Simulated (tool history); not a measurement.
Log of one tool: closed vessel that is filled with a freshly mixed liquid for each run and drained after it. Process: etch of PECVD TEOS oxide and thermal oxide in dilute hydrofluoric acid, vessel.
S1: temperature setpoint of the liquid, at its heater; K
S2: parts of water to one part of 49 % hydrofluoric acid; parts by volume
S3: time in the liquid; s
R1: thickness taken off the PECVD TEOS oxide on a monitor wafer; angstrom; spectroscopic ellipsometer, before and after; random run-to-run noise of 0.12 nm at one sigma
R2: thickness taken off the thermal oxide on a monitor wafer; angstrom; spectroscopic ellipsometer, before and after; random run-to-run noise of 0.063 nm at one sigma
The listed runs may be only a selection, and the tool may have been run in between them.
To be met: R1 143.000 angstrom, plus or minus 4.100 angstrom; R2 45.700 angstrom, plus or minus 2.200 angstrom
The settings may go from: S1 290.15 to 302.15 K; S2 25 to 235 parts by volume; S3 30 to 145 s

run 1 day=0.000 | S1=294.15 S2=130 S3=75 | R1=69.617 R2=22.690
run 2 day=0.121 | S1=294.15 S2=110 S3=75 | R1=84.798 R2=27.780
run 3 day=0.342 | S1=295.65 S2=105 S3=75 | R1=94.675 R2=30.288
run 4 day=0.679 | S1=295.65 S2=130 S3=75 | R1=73.115 R2=23.718
run 5 day=0.721 | S1=295.65 S2=90 S3=75 | R1=113.650 R2=35.640
run 6 day=0.929 | S1=296.15 S2=90 S3=75 | R1=115.480 R2=37.268
run 7 day=1.258 | S1=297.15 S2=90 S3=75 | R1=119.580 R2=39.154
run 8 day=1.558 | S1=297.65 S2=90 S3=75 | R1=124.690 R2=39.943
run 9 day=1.650 | S1=297.65 S2=90 S3=75 | R1=122.040 R2=38.530
run 10 day=2.025 | S1=298.15 S2=90 S3=75 | R1=125.540 R2=40.705
run 11 day=2.346 | S1=298.65 S2=90 S3=75 | R1=127.530 R2=39.878
run 12 day=2.571 | S1=299.15 S2=75 S3=75 | R1=156.650 R2=50.914
run 13 day=2.750 | S1=298.65 S2=75 S3=75 | R1=154.920 R2=48.894
run 14 day=3.033 | S1=298.15 S2=75 S3=75 | R1=151.460 R2=49.299
run 15 day=3.371 | S1=297.65 S2=75 S3=75 | R1=149.080 R2=46.831

Exactly one of the 4 candidate moves below puts every result within its allowed miss. Which one?
run A day=3.708 | S1=298.65 S2=80 S3=80 | R1=? R2=?
run B day=3.708 | S1=298.65 S2=100 S3=100 | R1=? R2=?
run C day=3.708 | S1=298.15 S2=85 S3=85 | R1=? R2=?
run D day=3.708 | S1=292.65 S2=80 S3=95 | R1=? R2=?

move=A R1=156.930 R2=49.598
move=B R1=152.920 R2=48.332
move=C R1=152.840 R2=48.308
move=D R1=145.940 R2=46.126
A: moves away from the targets compared with the last run
B: moves away from the targets compared with the last run
C: moves away from the targets compared with the last run
D: in spec on every target
D is the move that brings every result within its allowed miss.
